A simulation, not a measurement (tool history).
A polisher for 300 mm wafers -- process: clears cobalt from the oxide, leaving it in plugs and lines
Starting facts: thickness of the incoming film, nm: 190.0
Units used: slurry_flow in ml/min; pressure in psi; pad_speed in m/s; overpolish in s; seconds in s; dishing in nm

run    day  slurry_flow  pressure  pad_speed  overpolish  seconds  dishing
  1      0          175       2.5       0.98          11   28.391   42.537
  2  0.267          175       2.7       0.98          11   25.952   42.459
  3    0.6          175       2.9       0.98          11    24.46   43.516
  4  0.679          155       2.9       0.98          11   25.235   44.166
  5  0.854          155       2.9       0.86          11   28.317   41.453
  6  1.129          165       3.1       0.86          11   25.764   43.815
  7  1.262          175       3.3       0.86          11   24.523    42.93
  8  1.554          175       3.4       0.88          11   22.919   45.222
  9  1.717          190       3.9       0.94          10   18.803   48.316

Run 10, settings as shown, results not yet in. Your forecast:
 10  1.842          190       3.9       0.96          10        ?        ?

seconds: 18.797 s
dishing: 46.736 nm

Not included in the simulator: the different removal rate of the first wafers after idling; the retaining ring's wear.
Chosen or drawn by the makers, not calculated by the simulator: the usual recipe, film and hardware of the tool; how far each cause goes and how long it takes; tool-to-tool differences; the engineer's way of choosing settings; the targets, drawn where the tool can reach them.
